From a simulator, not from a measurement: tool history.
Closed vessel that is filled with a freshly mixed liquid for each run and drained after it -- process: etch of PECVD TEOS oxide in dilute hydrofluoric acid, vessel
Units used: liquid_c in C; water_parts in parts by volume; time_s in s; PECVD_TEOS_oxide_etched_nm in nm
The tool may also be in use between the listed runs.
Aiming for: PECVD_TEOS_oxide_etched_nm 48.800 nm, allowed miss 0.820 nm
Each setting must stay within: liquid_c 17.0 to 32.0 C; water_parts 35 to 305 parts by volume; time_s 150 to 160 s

run,day,liquid_c,water_parts,time_s,PECVD_TEOS_oxide_etched_nm
1,0.000,24.0,170,150,14.311
2,0.062,26.5,130,150,21.430
3,0.308,26.5,110,150,26.070
4,0.608,28.0,95,150,32.698
5,0.850,26.5,95,150,30.788
6,0.967,24.5,95,150,28.619
# day 0.992: thermometer replaced
7,0.992,27.0,85,150,37.843
8,1.192,28.5,85,150,40.001
9,1.308,32.0,75,150,52.316
10,1.679,31.5,75,150,51.429

Which single option among these 4 for the next run brings every result within its allowed miss of target? Just one does.
A,2.050,27.0,60,155,?
B,2.050,27.5,65,155,?
C,2.050,31.0,80,155,?
D,2.050,32.0,75,155,?

move,PECVD_TEOS_oxide_etched_nm
A,57.216
B,53.494
C,48.690
D,54.345
A: the biggest miss grows against the last run
B: the biggest miss grows against the last run
C: all results land within tolerance of their targets
D: the biggest miss grows against the last run
Correct choice: C, which meets every target

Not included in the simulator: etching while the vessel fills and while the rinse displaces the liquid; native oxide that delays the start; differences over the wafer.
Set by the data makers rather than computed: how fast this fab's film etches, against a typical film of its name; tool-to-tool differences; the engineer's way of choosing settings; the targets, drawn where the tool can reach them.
